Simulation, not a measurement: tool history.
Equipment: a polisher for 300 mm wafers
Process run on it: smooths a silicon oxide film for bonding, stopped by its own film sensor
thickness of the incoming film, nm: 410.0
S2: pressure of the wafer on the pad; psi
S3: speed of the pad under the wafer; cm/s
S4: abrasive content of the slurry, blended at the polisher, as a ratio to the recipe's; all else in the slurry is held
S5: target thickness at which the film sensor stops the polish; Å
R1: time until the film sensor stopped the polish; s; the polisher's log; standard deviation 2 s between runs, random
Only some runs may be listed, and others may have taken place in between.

run 1 hour=0 | flow_of_slurry_(ml/min)=195 S2=2.7 S3=80 S4=1 S5=3380 | R1=105.52
run 2 hour=4.2 | flow_of_slurry_(ml/min)=175 S2=2.7 S3=80 S4=1 S5=3380 | R1=108.89
run 3 hour=13.1 | flow_of_slurry_(ml/min)=170 S2=2.6 S3=80 S4=1 S5=3380 | R1=112.29
run 4 hour=16 | flow_of_slurry_(ml/min)=170 S2=2.6 S3=80 S4=1.15 S5=3380 | R1=104.6
run 5 hour=24.6 | flow_of_slurry_(ml/min)=170 S2=2.6 S3=80 S4=1.15 S5=3340 | R1=112.61
run 6 hour=33.4 | flow_of_slurry_(ml/min)=170 S2=2.5 S3=80 S4=1.15 S5=3340 | R1=114.53
run 7 hour=35.9 | flow_of_slurry_(ml/min)=170 S2=2.4 S3=80 S4=1.15 S5=3340 | R1=118.91
run 8 hour=44.1 | flow_of_slurry_(ml/min)=170 S2=2.3 S3=80 S4=1.15 S5=3340 | R1=125

Expected results for the next run?
run 9 hour=51.2 | flow_of_slurry_(ml/min)=170 S2=1.9 S3=78 S4=1.15 S5=3340 | R1=?

R1: 156.16 s
